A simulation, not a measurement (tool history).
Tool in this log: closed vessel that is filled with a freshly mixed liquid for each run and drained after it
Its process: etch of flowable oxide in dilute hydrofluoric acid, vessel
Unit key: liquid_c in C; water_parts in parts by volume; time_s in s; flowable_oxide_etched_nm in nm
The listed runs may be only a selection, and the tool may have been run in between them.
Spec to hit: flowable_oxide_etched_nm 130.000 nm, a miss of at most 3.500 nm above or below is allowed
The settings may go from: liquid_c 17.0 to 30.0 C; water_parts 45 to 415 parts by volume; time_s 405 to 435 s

run 1 hour=0.0 | liquid_c=22.0 water_parts=230 time_s=405 | flowable_oxide_etched_nm=67.495
run 2 hour=2.1 | liquid_c=22.0 water_parts=230 time_s=405 | flowable_oxide_etched_nm=66.826
run 3 hour=6.8 | liquid_c=25.5 water_parts=230 time_s=405 | flowable_oxide_etched_nm=76.369
run 4 hour=14.9 | liquid_c=26.0 water_parts=220 time_s=405 | flowable_oxide_etched_nm=82.455
run 5 hour=17.4 | liquid_c=26.5 water_parts=210 time_s=405 | flowable_oxide_etched_nm=87.846
run 6 hour=22.8 | liquid_c=27.0 water_parts=200 time_s=405 | flowable_oxide_etched_nm=96.061
run 7 hour=28.4 | liquid_c=27.5 water_parts=195 time_s=405 | flowable_oxide_etched_nm=99.204
run 8 hour=35.4 | liquid_c=28.0 water_parts=190 time_s=405 | flowable_oxide_etched_nm=105.440
run 9 hour=40.7 | liquid_c=30.0 water_parts=160 time_s=405 | flowable_oxide_etched_nm=141.420
run 10 hour=44.4 | liquid_c=29.5 water_parts=160 time_s=405 | flowable_oxide_etched_nm=137.560

Pick the move, out of 4, that brings all results within their allowed miss; only one does.
run A hour=48.1 | liquid_c=30.0 water_parts=180 time_s=435 | flowable_oxide_etched_nm=?
run B hour=48.1 | liquid_c=29.5 water_parts=160 time_s=410 | flowable_oxide_etched_nm=?
run C hour=48.1 | liquid_c=29.5 water_parts=155 time_s=415 | flowable_oxide_etched_nm=?
run D hour=48.1 | liquid_c=29.5 water_parts=180 time_s=405 | flowable_oxide_etched_nm=?

move=A flowable_oxide_etched_nm=127.940
move=B flowable_oxide_etched_nm=136.700
move=C flowable_oxide_etched_nm=143.750
move=D flowable_oxide_etched_nm=117.040
A: meets every target
B: nearer the targets than the last run, but a result is still out of spec
C: its largest miss is bigger than the last run's
D: takes the biggest miss from the last run beyond its target
Correct choice: A, which meets every target
